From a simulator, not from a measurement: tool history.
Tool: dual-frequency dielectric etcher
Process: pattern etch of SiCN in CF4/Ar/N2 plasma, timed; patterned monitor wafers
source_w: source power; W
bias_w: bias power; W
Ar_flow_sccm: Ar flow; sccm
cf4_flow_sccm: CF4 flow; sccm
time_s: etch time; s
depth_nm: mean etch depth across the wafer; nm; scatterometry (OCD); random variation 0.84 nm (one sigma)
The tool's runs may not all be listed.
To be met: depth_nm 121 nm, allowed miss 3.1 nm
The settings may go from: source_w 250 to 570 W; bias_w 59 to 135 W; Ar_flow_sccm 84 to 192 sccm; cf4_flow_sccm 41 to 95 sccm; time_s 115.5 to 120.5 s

Run 1, hour 0: source_w 410 W, bias_w 97 W, Ar_flow_sccm 138 sccm, cf4_flow_sccm 68 sccm, time_s 115.5 s. Result: depth_nm 98.376 nm.
Run 2, hour 7.5: source_w 410 W, bias_w 106 W, Ar_flow_sccm 138 sccm, cf4_flow_sccm 68 sccm, time_s 115.5 s. Result: depth_nm 102.95 nm.
Run 3, hour 9.5: source_w 410 W, bias_w 106 W, Ar_flow_sccm 138 sccm, cf4_flow_sccm 68 sccm, time_s 120.5 s. Result: depth_nm 107.18 nm.
Run 4, hour 10.2: source_w 410 W, bias_w 106 W, Ar_flow_sccm 159 sccm, cf4_flow_sccm 68 sccm, time_s 120.5 s. Result: depth_nm 103.74 nm.
Run 5, hour 17.5: source_w 410 W, bias_w 106 W, Ar_flow_sccm 159 sccm, cf4_flow_sccm 68 sccm, time_s 115.5 s. Result: depth_nm 100.74 nm.
Run 6, hour 21.6: source_w 410 W, bias_w 106 W, Ar_flow_sccm 159 sccm, cf4_flow_sccm 68 sccm, time_s 115.5 s. Result: depth_nm 99.608 nm.
Run 7, hour 29.5: source_w 440 W, bias_w 107 W, Ar_flow_sccm 159 sccm, cf4_flow_sccm 68 sccm, time_s 115.5 s. Result: depth_nm 106.47 nm.
Run 8, hour 37.9: source_w 460 W, bias_w 108 W, Ar_flow_sccm 159 sccm, cf4_flow_sccm 68 sccm, time_s 115.5 s. Result: depth_nm 111.23 nm.
Run 9, hour 42.9: source_w 470 W, bias_w 108 W, Ar_flow_sccm 159 sccm, cf4_flow_sccm 68 sccm, time_s 115.5 s. Result: depth_nm 112.14 nm.

4 next moves are on the table. One of them brings every result within its allowed miss. Which?
Run A, hour 47.9: source_w 490 W, bias_w 107 W, Ar_flow_sccm 162 sccm, cf4_flow_sccm 68 sccm, time_s 115.5 s. Result: depth_nm ?.
Run B, hour 47.9: source_w 490 W, bias_w 105 W, Ar_flow_sccm 140 sccm, cf4_flow_sccm 62 sccm, time_s 117 s. Result: depth_nm ?.
Run C, hour 47.9: source_w 480 W, bias_w 110 W, Ar_flow_sccm 158 sccm, cf4_flow_sccm 68 sccm, time_s 120.5 s. Result: depth_nm ?.
Run D, hour 47.9: source_w 480 W, bias_w 106 W, Ar_flow_sccm 162 sccm, cf4_flow_sccm 63 sccm, time_s 118.5 s. Result: depth_nm ?.

move  depth_nm
   A    115.25
   B    116.48
   C    120.62
   D    114.65
A: nearer than the last run, and not there yet
B: nearer than the last run, and not there yet
C: meets every target
D: nearer than the last run, and not there yet
Answer: C

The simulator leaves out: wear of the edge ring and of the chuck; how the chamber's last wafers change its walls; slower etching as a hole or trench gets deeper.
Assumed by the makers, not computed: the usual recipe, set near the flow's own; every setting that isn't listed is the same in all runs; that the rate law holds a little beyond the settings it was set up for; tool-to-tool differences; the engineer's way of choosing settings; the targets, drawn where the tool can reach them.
